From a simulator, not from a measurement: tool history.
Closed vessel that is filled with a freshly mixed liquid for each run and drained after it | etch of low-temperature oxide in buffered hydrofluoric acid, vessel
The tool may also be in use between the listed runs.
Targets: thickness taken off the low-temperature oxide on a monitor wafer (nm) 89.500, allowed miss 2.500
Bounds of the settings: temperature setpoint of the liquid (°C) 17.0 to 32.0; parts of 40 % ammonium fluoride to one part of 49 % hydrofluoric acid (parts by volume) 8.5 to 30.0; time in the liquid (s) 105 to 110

| run | day | temperature setpoint of the liquid (°C) | parts of 40 % ammonium fluoride to one part of 49 % hydrofluoric acid (parts by volume) | time in the liquid (s) | thickness taken off the low-temperature oxide on a monitor wafer (nm) |
|---|---|---|---|---|---|
| 1 | 0.000 | 24.0 | 23.0 | 105 | 144.220 |
| 2 | 0.250 | 22.0 | 24.0 | 105 | 126.520 |
| 3 | 0.512 | 22.0 | 24.0 | 105 | 125.310 |
| 4 | 0.750 | 22.0 | 21.5 | 105 | 134.630 |
| 5 | 0.833 | 22.0 | 21.5 | 110 | 142.140 |
| 6 | 1.204 | 24.0 | 21.5 | 110 | 158.050 |
| 7 | 1.400 | 22.5 | 23.5 | 110 | 138.460 |
| 8 | 1.621 | 21.0 | 25.0 | 110 | 120.970 |
|  | 1.867 | thermometer replaced |
| 9 | 1.867 | 20.0 | 25.5 | 110 | 119.360 |
| 10 | 2.138 | 19.5 | 26.5 | 110 | 114.420 |
| 11 | 2.304 | 19.0 | 27.5 | 110 | 108.360 |
| 12 | 2.454 | 18.5 | 28.0 | 110 | 105.220 |
| 13 | 2.721 | 18.0 | 28.5 | 110 | 98.735 |

Which of these 5 next moves meets every target?
| A | 2.988 | 17.5 | 28.0 | 105 | ? |
| B | 2.988 | 17.0 | 28.5 | 105 | ? |
| C | 2.988 | 17.5 | 29.0 | 110 | ? |
| D | 2.988 | 17.0 | 28.0 | 110 | ? |
| E | 2.988 | 17.5 | 29.5 | 110 | ? |

| move | thickness taken off the low-temperature oxide on a monitor wafer (nm) |
|---|---|
| A | 95.550 |
| B | 91.717 |
| C | 97.694 |
| D | 97.271 |
| E | 96.543 |
A: nearer than the last run, and not there yet
B: meets every target
C: nearer than the last run, and not there yet
D: nearer than the last run, and not there yet
E: nearer than the last run, and not there yet
Move B is the one to make.
